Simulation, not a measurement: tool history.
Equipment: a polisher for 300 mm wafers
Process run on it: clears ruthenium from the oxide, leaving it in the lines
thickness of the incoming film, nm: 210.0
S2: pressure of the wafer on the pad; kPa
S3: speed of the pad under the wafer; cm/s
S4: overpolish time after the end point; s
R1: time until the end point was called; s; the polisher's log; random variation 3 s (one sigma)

Run 1, day 0.000: flow of slurry (ml/min) 155, S2 17.2 kPa, S3 120 cm/s, S4 6 s. Result: R1 142.61 s.
Run 2, day 0.033: flow of slurry (ml/min) 155, S2 17.2 kPa, S3 120 cm/s, S4 6 s. Result: R1 144.19 s.
Run 3, day 0.100: flow of slurry (ml/min) 150, S2 14.5 kPa, S3 118 cm/s, S4 6 s. Result: R1 171.99 s.
Run 4, day 0.350: flow of slurry (ml/min) 150, S2 18.6 kPa, S3 118 cm/s, S4 6 s. Result: R1 137.26 s.
Run 5, day 0.475: flow of slurry (ml/min) 150, S2 15.9 kPa, S3 118 cm/s, S4 6 s. Result: R1 160.21 s.
Run 6, day 0.562: flow of slurry (ml/min) 180, S2 15.9 kPa, S3 118 cm/s, S4 6 s. Result: R1 152.23 s.
Run 7, day 0.658: flow of slurry (ml/min) 170, S2 13.8 kPa, S3 118 cm/s, S4 6 s. Result: R1 178.89 s.
Run 8, day 1.008: flow of slurry (ml/min) 165, S2 12.4 kPa, S3 118 cm/s, S4 6 s. Result: R1 196.00 s.
Run 9, day 1.262: flow of slurry (ml/min) 160, S2 11.7 kPa, S3 118 cm/s, S4 6 s. Result: R1 210.60 s.
Run 10, day 1.558: flow of slurry (ml/min) 150, S2 11.0 kPa, S3 118 cm/s, S4 6 s. Result: R1 226.80 s.
Run 11, day 1.738: flow of slurry (ml/min) 145, S2 11.0 kPa, S3 118 cm/s, S4 6 s. Result: R1 229.97 s.

Run 12, settings as shown, results not yet in. Your forecast:
Run 12, day 2.083: flow of slurry (ml/min) 130, S2 9.7 kPa, S3 118 cm/s, S4 6 s. Result: R1 ?.

R1: 266.21 s
